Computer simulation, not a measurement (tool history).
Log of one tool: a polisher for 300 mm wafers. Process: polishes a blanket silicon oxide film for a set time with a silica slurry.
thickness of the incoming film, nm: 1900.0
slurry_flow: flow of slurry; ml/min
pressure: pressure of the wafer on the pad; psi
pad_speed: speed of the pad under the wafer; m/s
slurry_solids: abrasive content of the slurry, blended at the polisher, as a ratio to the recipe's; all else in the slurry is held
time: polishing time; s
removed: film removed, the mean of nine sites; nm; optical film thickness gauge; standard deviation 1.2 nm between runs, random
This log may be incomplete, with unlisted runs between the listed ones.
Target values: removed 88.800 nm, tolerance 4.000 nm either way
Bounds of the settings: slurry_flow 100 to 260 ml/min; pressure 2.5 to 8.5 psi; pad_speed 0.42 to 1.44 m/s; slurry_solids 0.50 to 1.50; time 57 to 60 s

| run | hour | slurry_flow | pressure | pad_speed | slurry_solids | time | removed |
|---|---|---|---|---|---|---|---|
| 1 | 0.0 | 165 | 5.5 | 0.92 | 1.00 | 57 | 173.430 |
| 2 | 1.5 | 165 | 4.6 | 0.88 | 1.00 | 57 | 137.200 |
| 3 | 9.7 | 165 | 4.0 | 0.88 | 1.00 | 57 | 120.910 |
| 4 | 14.6 | 195 | 4.0 | 0.88 | 1.00 | 57 | 122.080 |
| 5 | 23.0 | 195 | 4.0 | 0.88 | 1.00 | 57 | 127.090 |
| 6 | 24.3 | 195 | 4.0 | 0.88 | 0.80 | 57 | 113.300 |
| 7 | 30.2 | 185 | 2.6 | 0.86 | 0.80 | 57 | 73.644 |
| 8 | 32.7 | 195 | 2.7 | 0.86 | 0.80 | 57 | 75.779 |
| 9 | 40.0 | 200 | 3.6 | 0.88 | 0.80 | 57 | 99.292 |
| 10 | 45.6 | 195 | 3.5 | 0.88 | 0.80 | 57 | 98.908 |
| 11 | 48.0 | 185 | 3.4 | 0.88 | 0.80 | 57 | 96.127 |

Next run, 4 choices. One meets every target within its allowed miss, the rest don't. Which?
| A | 50.4 | 190 | 3.3 | 0.92 | 0.85 | 58 | ? |
| B | 50.4 | 190 | 3.6 | 0.96 | 0.75 | 59 | ? |
| C | 50.4 | 205 | 3.1 | 0.96 | 0.95 | 58 | ? |
| D | 50.4 | 215 | 3.6 | 0.86 | 0.60 | 58 | ? |

| move | removed |
|---|---|
| A | 101.060 |
| B | 108.830 |
| C | 104.570 |
| D | 88.629 |
A: further off than the last run
B: further off than the last run
C: further off than the last run
D: hits every target within its allowed miss
Correct choice: D, which meets every target
